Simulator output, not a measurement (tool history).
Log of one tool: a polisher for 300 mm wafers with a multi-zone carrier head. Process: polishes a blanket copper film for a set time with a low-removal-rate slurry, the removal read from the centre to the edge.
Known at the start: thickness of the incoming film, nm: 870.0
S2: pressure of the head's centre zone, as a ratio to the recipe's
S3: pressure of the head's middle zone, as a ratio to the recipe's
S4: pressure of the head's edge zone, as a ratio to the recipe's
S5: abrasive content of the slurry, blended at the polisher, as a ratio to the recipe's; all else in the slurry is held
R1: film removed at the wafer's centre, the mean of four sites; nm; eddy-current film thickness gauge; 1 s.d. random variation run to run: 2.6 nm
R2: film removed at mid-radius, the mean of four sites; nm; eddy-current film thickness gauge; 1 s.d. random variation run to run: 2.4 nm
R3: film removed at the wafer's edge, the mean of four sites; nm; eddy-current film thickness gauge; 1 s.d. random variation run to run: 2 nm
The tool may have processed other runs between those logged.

Run 1, hour 0.0: flow of slurry (ml/min) 135, S2 1.00, S3 1.00, S4 1.00, S5 1.0, polishing time (s) 65. Result: R1 301.64 nm, R2 294.31 nm, R3 295.76 nm.
Run 2, hour 8.1: flow of slurry (ml/min) 130, S2 0.97, S3 1.00, S4 0.97, S5 0.9, polishing time (s) 63. Result: R1 275.38 nm, R2 275.55 nm, R3 277.28 nm.
Run 3, hour 16.2: flow of slurry (ml/min) 125, S2 0.95, S3 1.02, S4 0.95, S5 0.8, polishing time (s) 61. Result: R1 252.49 nm, R2 262.07 nm, R3 256.86 nm.
Run 4, hour 20.9: flow of slurry (ml/min) 150, S2 0.95, S3 1.02, S4 0.95, S5 0.8, polishing time (s) 61. Result: R1 262.01 nm, R2 271.67 nm, R3 266.45 nm.
Run 5, hour 25.3: flow of slurry (ml/min) 175, S2 0.95, S3 1.02, S4 0.95, S5 0.8, polishing time (s) 61. Result: R1 274.29 nm, R2 283.14 nm, R3 270.20 nm.
Run 6, hour 34.2: flow of slurry (ml/min) 175, S2 0.98, S3 1.02, S4 0.95, S5 0.8, polishing time (s) 61. Result: R1 290.62 nm, R2 278.50 nm, R3 271.66 nm.
Run 7, hour 38.3: flow of slurry (ml/min) 175, S2 0.98, S3 1.02, S4 0.95, S5 0.8, polishing time (s) 61. Result: R1 289.39 nm, R2 279.85 nm, R3 275.18 nm.

What does the tool deliver on the next run?
Run 8, hour 46.7: flow of slurry (ml/min) 175, S2 0.98, S3 1.02, S4 0.95, S5 0.8, polishing time (s) 61. Result: R1 ?, R2 ?, R3 ?.

{"run 8": {"R1": 287.64, "R2": 285.31, "R3": 273.01}}
